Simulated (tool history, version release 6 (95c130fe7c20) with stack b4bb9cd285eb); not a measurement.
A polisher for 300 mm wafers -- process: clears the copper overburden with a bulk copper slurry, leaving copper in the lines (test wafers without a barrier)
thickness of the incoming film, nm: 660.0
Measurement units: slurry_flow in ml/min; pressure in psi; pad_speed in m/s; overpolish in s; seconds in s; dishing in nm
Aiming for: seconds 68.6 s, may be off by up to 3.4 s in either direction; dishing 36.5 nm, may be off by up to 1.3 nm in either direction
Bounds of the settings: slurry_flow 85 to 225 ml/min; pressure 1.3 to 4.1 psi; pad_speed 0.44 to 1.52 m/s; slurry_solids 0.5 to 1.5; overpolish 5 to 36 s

run 1 hour=0 | slurry_flow=145 pressure=2.7 pad_speed=0.98 slurry_solids=1 overpolish=18 | seconds=84.639 dishing=62.042
run 2 hour=6.3 | slurry_flow=145 pressure=2.7 pad_speed=0.98 slurry_solids=1.2 overpolish=18 | seconds=78.023 dishing=63.989
run 3 hour=9.8 | slurry_flow=145 pressure=2.7 pad_speed=0.98 slurry_solids=1.1 overpolish=18 | seconds=80.789 dishing=63.021
run 4 hour=18.8 | slurry_flow=145 pressure=2.7 pad_speed=0.98 slurry_solids=1.1 overpolish=14 | seconds=81.268 dishing=55.903
run 5 hour=21.8 | slurry_flow=150 pressure=2.3 pad_speed=1.12 slurry_solids=1.15 overpolish=11 | seconds=83.168 dishing=47.41
run 6 hour=24.4 | slurry_flow=150 pressure=2.3 pad_speed=1.12 slurry_solids=1.35 overpolish=11 | seconds=80.773 dishing=48.811
run 7 hour=29.3 | slurry_flow=170 pressure=2.1 pad_speed=1.24 slurry_solids=1.35 overpolish=9 | seconds=76.175 dishing=44.137
run 8 hour=38.1 | slurry_flow=180 pressure=2 pad_speed=1.3 slurry_solids=1.35 overpolish=8 | seconds=74.818 dishing=41.377
run 9 hour=41.6 | slurry_flow=190 pressure=2 pad_speed=1.34 slurry_solids=1.35 overpolish=7 | seconds=73.115 dishing=38.64
run 10 hour=46.8 | slurry_flow=210 pressure=2.1 pad_speed=1.38 slurry_solids=1.35 overpolish=5 | seconds=66.144 dishing=31.924
run 11 hour=51.7 | slurry_flow=205 pressure=2.1 pad_speed=1.38 slurry_solids=1.35 overpolish=5 | seconds=66.172 dishing=32.551
run 12 hour=59.5 | slurry_flow=200 pressure=2.1 pad_speed=1.38 slurry_solids=1.35 overpolish=5 | seconds=67.391 dishing=32.933
-- hour=61.1 slurry blender recalibrated
run 13 hour=61.1 | slurry_flow=195 pressure=2.1 pad_speed=1.38 slurry_solids=1.35 overpolish=5 | seconds=62.106 dishing=33.599
run 14 hour=67.4 | slurry_flow=210 pressure=2 pad_speed=1.34 slurry_solids=1.35 overpolish=12 | seconds=66.071 dishing=54.389
run 15 hour=69.5 | slurry_flow=205 pressure=2.2 pad_speed=1.3 slurry_solids=1.2 overpolish=11 | seconds=65.354 dishing=53.589
run 16 hour=76.3 | slurry_flow=205 pressure=2.2 pad_speed=1.3 slurry_solids=1.2 overpolish=11 | seconds=66.4 dishing=54.411
run 17 hour=83.6 | slurry_flow=195 pressure=2.3 pad_speed=1.24 slurry_solids=1.3 overpolish=11 | seconds=64.611 dishing=54.088
run 18 hour=90.3 | slurry_flow=175 pressure=2.4 pad_speed=1.28 slurry_solids=1.25 overpolish=11 | seconds=60.659 dishing=55.792

Which of these 4 next moves meets every target?
run A hour=97 | slurry_flow=175 pressure=2.6 pad_speed=1.22 slurry_solids=1.4 overpolish=5 | seconds=? dishing=?
run B hour=97 | slurry_flow=185 pressure=2.3 pad_speed=1.2 slurry_solids=1.25 overpolish=6 | seconds=? dishing=?
run C hour=97 | slurry_flow=215 pressure=2.6 pad_speed=1.2 slurry_solids=1.3 overpolish=5 | seconds=? dishing=?
run D hour=97 | slurry_flow=200 pressure=2.3 pad_speed=1.3 slurry_solids=1.3 overpolish=5 | seconds=? dishing=?

move=A seconds=58.321 dishing=35.837
move=B seconds=67.897 dishing=36.2
move=C seconds=58.547 dishing=35.737
move=D seconds=61.545 dishing=34.105
A: the worst result of the last run now meets its target, but another is out of spec
B: all results in spec
C: the worst result of the last run now meets its target, but another is out of spec
D: pushes the last run's worst result past its target
Answer: B
